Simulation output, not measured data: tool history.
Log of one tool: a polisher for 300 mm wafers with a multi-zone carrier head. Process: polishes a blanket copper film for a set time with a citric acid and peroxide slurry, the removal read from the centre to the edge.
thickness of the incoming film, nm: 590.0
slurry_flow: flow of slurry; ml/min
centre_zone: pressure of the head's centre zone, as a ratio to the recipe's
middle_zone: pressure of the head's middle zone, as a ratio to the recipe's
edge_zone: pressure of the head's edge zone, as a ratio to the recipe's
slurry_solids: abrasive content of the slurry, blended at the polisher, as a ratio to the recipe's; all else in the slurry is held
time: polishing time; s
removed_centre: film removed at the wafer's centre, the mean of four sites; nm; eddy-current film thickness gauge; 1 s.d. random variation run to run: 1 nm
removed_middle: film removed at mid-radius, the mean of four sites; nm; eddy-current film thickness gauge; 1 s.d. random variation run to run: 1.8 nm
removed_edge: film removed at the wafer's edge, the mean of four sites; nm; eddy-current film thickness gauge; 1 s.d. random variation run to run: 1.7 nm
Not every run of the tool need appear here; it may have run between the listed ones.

run,day,slurry_flow,centre_zone,middle_zone,edge_zone,slurry_solids,time,removed_centre,removed_middle,removed_edge
1,0.000,320,1.00,1.00,1.00,1.00,67,178.97,180.36,187.10
2,0.054,320,0.98,0.98,0.99,0.90,65,165.82,172.80,173.13
3,0.167,320,0.98,0.98,0.99,0.80,65,163.86,164.66,173.48
4,0.362,315,0.96,0.96,0.99,0.75,63,153.12,158.87,169.79
5,0.583,345,0.96,0.96,0.99,0.75,63,155.97,156.08,168.63
6,0.683,350,0.94,0.95,0.98,0.70,61,144.05,149.22,156.37

The next listed run, before its measurement:
7,0.808,350,0.93,0.93,0.98,0.65,60,?,?,?

removed_centre: 142.40 nm
removed_middle: 147.74 nm
removed_edge: 154.93 nm
